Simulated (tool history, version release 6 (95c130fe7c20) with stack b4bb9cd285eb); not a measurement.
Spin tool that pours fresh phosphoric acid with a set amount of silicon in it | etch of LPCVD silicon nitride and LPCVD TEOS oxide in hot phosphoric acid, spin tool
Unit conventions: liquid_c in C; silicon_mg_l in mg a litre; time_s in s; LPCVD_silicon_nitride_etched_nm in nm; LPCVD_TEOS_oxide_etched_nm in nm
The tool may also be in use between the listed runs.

run,day,liquid_c,silicon_mg_l,time_s,LPCVD_silicon_nitride_etched_nm,LPCVD_TEOS_oxide_etched_nm
1,0,160,21,135,12.414,0.41331
2,0.021,159.5,20,120,10.78,0.37266
3,0.317,159,19.5,110,9.8826,0.33342
4,0.688,158.5,19,105,9.1499,0.34253
5,0.996,158.5,13.5,105,9.155,0.3324
6,1.079,159.5,13.5,105,9.5259,0.36792

Predict the results of run 7:
7,1.371,159,15,100,?,?

LPCVD_silicon_nitride_etched_nm: 8.9264 nm
LPCVD_TEOS_oxide_etched_nm: 0.32684 nm

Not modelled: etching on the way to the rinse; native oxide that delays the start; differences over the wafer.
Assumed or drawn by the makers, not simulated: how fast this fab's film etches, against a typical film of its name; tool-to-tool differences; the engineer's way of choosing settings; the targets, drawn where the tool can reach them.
